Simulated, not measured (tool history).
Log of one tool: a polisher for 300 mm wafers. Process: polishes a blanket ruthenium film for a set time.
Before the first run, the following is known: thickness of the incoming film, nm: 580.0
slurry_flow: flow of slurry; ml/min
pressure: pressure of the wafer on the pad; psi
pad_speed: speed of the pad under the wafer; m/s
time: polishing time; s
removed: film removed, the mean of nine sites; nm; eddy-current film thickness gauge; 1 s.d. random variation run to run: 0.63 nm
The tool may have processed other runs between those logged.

run	hour	slurry_flow	pressure	pad_speed	time	removed
1	0	275	2	1.1	69	109.72
2	0.6	275	2	1.26	69	120.67
3	3.5	275	1.8	1.26	69	108.38
4	6.2	275	2.2	1.26	69	132.67
5	7.9	275	2.2	1.26	73	142.51
6	9.9	275	2.2	1.52	73	159.79
7	18.1	275	2	1.42	72	137.59

For run 8, what comes out?
8	23.8	275	1.8	1.34	72	?

removed: 118.53 nm
